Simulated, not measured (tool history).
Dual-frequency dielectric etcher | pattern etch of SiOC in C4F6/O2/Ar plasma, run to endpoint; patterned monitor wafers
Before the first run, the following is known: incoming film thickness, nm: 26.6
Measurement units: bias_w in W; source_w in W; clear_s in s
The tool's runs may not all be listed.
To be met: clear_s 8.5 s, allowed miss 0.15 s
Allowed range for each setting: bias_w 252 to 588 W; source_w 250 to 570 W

run 1 day=0 | bias_w=420 source_w=410 | clear_s=9.698
run 2 day=0.367 | bias_w=445 source_w=410 | clear_s=9.5578
run 3 day=0.517 | bias_w=493 source_w=410 | clear_s=9.132
run 4 day=0.8 | bias_w=506 source_w=410 | clear_s=9.1273
run 5 day=0.846 | bias_w=519 source_w=410 | clear_s=9.05
run 6 day=1.121 | bias_w=530 source_w=410 | clear_s=8.9997
run 7 day=1.179 | bias_w=539 source_w=420 | clear_s=8.8366
run 8 day=1.304 | bias_w=547 source_w=420 | clear_s=8.771
run 9 day=1.442 | bias_w=553 source_w=420 | clear_s=8.7719
run 10 day=1.467 | bias_w=558 source_w=420 | clear_s=8.7431
run 11 day=1.7 | bias_w=563 source_w=420 | clear_s=8.6544
run 12 day=1.867 | bias_w=567 source_w=420 | clear_s=8.6901

Below are 4 possible settings for the next run. Only one of them brings all results inside the allowed miss of their targets. Which is it?
run A day=2.033 | bias_w=492 source_w=430 | clear_s=?
run B day=2.033 | bias_w=558 source_w=450 | clear_s=?
run C day=2.033 | bias_w=558 source_w=410 | clear_s=?
run D day=2.033 | bias_w=492 source_w=470 | clear_s=?

move=A clear_s=9.0532
move=B clear_s=8.5042
move=C clear_s=8.78
move=D clear_s=8.7786
A: lands further from the targets than the last run did
B: in spec on every target
C: lands further from the targets than the last run did
D: lands further from the targets than the last run did
Correct choice: B, which meets every target

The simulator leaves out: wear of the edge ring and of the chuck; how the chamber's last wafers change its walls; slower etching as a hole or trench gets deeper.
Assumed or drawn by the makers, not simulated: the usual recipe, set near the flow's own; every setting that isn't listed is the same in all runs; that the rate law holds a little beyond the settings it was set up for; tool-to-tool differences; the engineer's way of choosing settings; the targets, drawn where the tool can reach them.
